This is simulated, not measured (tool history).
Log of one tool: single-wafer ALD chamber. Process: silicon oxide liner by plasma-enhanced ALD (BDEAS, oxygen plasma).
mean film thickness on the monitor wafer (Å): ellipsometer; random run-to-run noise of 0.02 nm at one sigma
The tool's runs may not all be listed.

run,hour,heater temperature setpoint (deg C),number of ALD cycles (cycles),mean film thickness on the monitor wafer (Å)
1,0.0,320,58,54.873
2,6.3,325,58,54.717
3,14.3,319,58,55.129
4,18.6,319,60,57.118
5,27.6,319,62,59.079
6,35.2,325,62,58.371
7,40.9,324,63,59.144
8,41.5,324,63,59.440
9,50.3,323,64,60.371
10,55.7,322,65,61.434

Run 11 is up next; what results do you expect?
11,63.1,322,66,?

Run 11 came out at mean film thickness on the monitor wafer (Å) 62.170.

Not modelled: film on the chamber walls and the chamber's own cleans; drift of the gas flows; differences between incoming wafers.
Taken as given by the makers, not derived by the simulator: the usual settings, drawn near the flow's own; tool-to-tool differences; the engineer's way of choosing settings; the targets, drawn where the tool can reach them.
